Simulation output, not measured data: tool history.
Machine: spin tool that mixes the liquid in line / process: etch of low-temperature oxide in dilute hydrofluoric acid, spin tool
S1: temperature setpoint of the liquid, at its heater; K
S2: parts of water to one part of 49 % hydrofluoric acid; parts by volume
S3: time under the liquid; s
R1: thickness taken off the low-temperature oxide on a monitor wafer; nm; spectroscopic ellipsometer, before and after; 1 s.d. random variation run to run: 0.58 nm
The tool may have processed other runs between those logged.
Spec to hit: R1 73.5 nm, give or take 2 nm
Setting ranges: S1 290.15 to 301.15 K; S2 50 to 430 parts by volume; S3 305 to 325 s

{"run": 1, "hour": 0.0, "S1": 293.15, "S2": 240, "S3": 305, "R1": 30.303}
{"run": 2, "hour": 5.7, "S1": 293.15, "S2": 175, "S3": 305, "R1": 44.753}
{"run": 3, "hour": 7.5, "S1": 294.15, "S2": 170, "S3": 305, "R1": 47.651}
{"run": 4, "hour": 8.9, "S1": 295.15, "S2": 165, "S3": 305, "R1": 51.966}
{"run": 5, "hour": 17.8, "S1": 295.65, "S2": 165, "S3": 305, "R1": 52.491}
{"run": 6, "hour": 20.4, "S1": 295.65, "S2": 165, "S3": 325, "R1": 56.386}
{"hour": 24.9, "done": "thermometer replaced"}
{"run": 7, "hour": 24.9, "S1": 296.15, "S2": 165, "S3": 325, "R1": 59.459}
{"run": 8, "hour": 29.0, "S1": 296.65, "S2": 165, "S3": 325, "R1": 61.321}
{"run": 9, "hour": 37.2, "S1": 297.15, "S2": 165, "S3": 325, "R1": 62.144}
{"run": 10, "hour": 38.8, "S1": 297.65, "S2": 165, "S3": 325, "R1": 63.129}
{"run": 11, "hour": 45.3, "S1": 298.15, "S2": 165, "S3": 325, "R1": 64.325}
{"run": 12, "hour": 53.4, "S1": 298.65, "S2": 165, "S3": 325, "R1": 65.603}
{"run": 13, "hour": 55.5, "S1": 299.15, "S2": 165, "S3": 325, "R1": 66.802}
{"run": 14, "hour": 56.5, "S1": 300.15, "S2": 165, "S3": 325, "R1": 69.018}

Below are 5 possible settings for the next run. Only one of them brings all results inside the allowed miss of their targets. Which is it?
{"run": "A", "hour": 57.5, "S1": 299.65, "S2": 155, "S3": 325, "R1": "?"}
{"run": "B", "hour": 57.5, "S1": 301.15, "S2": 175, "S3": 325, "R1": "?"}
{"run": "C", "hour": 57.5, "S1": 300.65, "S2": 165, "S3": 325, "R1": "?"}
{"run": "D", "hour": 57.5, "S1": 299.15, "S2": 175, "S3": 325, "R1": "?"}
{"run": "E", "hour": 57.5, "S1": 301.15, "S2": 180, "S3": 325, "R1": "?"}

move=A R1=73.477
move=B R1=67.109
move=C R1=70.751
move=D R1=62.398
move=E R1=64.852
A: all results land within tolerance of their targets
B: the biggest miss grows against the last run
C: nearer the targets than the last run, but a result is still out of spec
D: the biggest miss grows against the last run
E: the biggest miss grows against the last run
Correct choice: A, which meets every target
